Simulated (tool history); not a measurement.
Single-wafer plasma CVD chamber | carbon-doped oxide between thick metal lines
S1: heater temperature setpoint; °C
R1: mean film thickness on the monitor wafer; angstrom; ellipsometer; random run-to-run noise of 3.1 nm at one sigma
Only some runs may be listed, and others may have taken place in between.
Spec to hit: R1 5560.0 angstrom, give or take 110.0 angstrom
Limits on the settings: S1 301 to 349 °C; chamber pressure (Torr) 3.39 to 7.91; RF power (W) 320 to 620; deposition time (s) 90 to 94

run 1 hour=0.0 | S1=325 chamber_pressure_(Torr)=5.65 RF_power_(W)=470 deposition_time_(s)=94 | R1=4829.4
run 2 hour=4.9 | S1=325 chamber_pressure_(Torr)=6.66 RF_power_(W)=470 deposition_time_(s)=94 | R1=4969.8
run 3 hour=7.8 | S1=325 chamber_pressure_(Torr)=6.32 RF_power_(W)=470 deposition_time_(s)=94 | R1=4904.6
run 4 hour=16.7 | S1=316 chamber_pressure_(Torr)=6.32 RF_power_(W)=470 deposition_time_(s)=94 | R1=5045.5
run 5 hour=23.0 | S1=309 chamber_pressure_(Torr)=6.32 RF_power_(W)=470 deposition_time_(s)=94 | R1=5158.5
run 6 hour=25.5 | S1=309 chamber_pressure_(Torr)=6.32 RF_power_(W)=440 deposition_time_(s)=94 | R1=4921.3
run 7 hour=34.0 | S1=308 chamber_pressure_(Torr)=6.41 RF_power_(W)=445 deposition_time_(s)=94 | R1=5000.0
run 8 hour=43.0 | S1=307 chamber_pressure_(Torr)=6.50 RF_power_(W)=450 deposition_time_(s)=94 | R1=5035.9
run 9 hour=49.0 | S1=307 chamber_pressure_(Torr)=6.55 RF_power_(W)=455 deposition_time_(s)=94 | R1=5063.3
run 10 hour=55.4 | S1=302 chamber_pressure_(Torr)=7.10 RF_power_(W)=515 deposition_time_(s)=94 | R1=5676.1
run 11 hour=57.8 | S1=302 chamber_pressure_(Torr)=7.07 RF_power_(W)=515 deposition_time_(s)=94 | R1=5687.2
run 12 hour=61.6 | S1=302 chamber_pressure_(Torr)=7.04 RF_power_(W)=515 deposition_time_(s)=94 | R1=5709.3

Which single option among these 4 for the next run brings every result within its allowed miss of target? Just one does.
run A hour=65.4 | S1=302 chamber_pressure_(Torr)=5.93 RF_power_(W)=550 deposition_time_(s)=94 | R1=?
run B hour=65.4 | S1=301 chamber_pressure_(Torr)=6.64 RF_power_(W)=495 deposition_time_(s)=94 | R1=?
run C hour=65.4 | S1=304 chamber_pressure_(Torr)=7.61 RF_power_(W)=565 deposition_time_(s)=91 | R1=?
run D hour=65.4 | S1=301 chamber_pressure_(Torr)=7.02 RF_power_(W)=540 deposition_time_(s)=94 | R1=?

move=A R1=5874.0
move=B R1=5547.1
move=C R1=5888.6
move=D R1=5922.3
A: lands further from the targets than the last run did
B: every result within its allowed miss
C: lands further from the targets than the last run did
D: lands further from the targets than the last run did
Answer: B

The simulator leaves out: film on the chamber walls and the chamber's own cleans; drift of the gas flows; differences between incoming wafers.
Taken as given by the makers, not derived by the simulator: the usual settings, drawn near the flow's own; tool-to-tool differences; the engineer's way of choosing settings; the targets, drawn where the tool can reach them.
